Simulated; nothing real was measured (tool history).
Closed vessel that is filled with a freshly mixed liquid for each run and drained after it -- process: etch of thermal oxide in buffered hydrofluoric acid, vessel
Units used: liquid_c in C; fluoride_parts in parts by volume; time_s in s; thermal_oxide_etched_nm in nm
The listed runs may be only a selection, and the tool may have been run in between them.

Run 1, hour 0.0: liquid_c 21.0 C, fluoride_parts 10.0 parts by volume, time_s 105 s. Result: thermal_oxide_etched_nm 103.810 nm.
Run 2, hour 1.6: liquid_c 20.5 C, fluoride_parts 10.0 parts by volume, time_s 105 s. Result: thermal_oxide_etched_nm 100.700 nm.
Run 3, hour 2.3: liquid_c 20.5 C, fluoride_parts 10.0 parts by volume, time_s 105 s. Result: thermal_oxide_etched_nm 100.960 nm.
Run 4, hour 7.4: liquid_c 20.5 C, fluoride_parts 10.0 parts by volume, time_s 115 s. Result: thermal_oxide_etched_nm 111.020 nm.
Run 5, hour 13.0: liquid_c 20.5 C, fluoride_parts 8.5 parts by volume, time_s 115 s. Result: thermal_oxide_etched_nm 126.140 nm.
Run 6, hour 17.3: liquid_c 22.5 C, fluoride_parts 8.5 parts by volume, time_s 115 s. Result: thermal_oxide_etched_nm 139.560 nm.
Run 7, hour 18.0: liquid_c 22.0 C, fluoride_parts 9.0 parts by volume, time_s 115 s. Result: thermal_oxide_etched_nm 128.100 nm.
Run 8, hour 20.7: liquid_c 21.5 C, fluoride_parts 9.5 parts by volume, time_s 115 s. Result: thermal_oxide_etched_nm 120.340 nm.

Run 9, settings as shown, results not yet in. Your forecast:
At hour 21.3: thermometer replaced.
Run 9, hour 21.3: liquid_c 21.0 C, fluoride_parts 10.0 parts by volume, time_s 115 s. Result: thermal_oxide_etched_nm ?.

Logged for run 9: thermal_oxide_etched_nm 99.782 nm.

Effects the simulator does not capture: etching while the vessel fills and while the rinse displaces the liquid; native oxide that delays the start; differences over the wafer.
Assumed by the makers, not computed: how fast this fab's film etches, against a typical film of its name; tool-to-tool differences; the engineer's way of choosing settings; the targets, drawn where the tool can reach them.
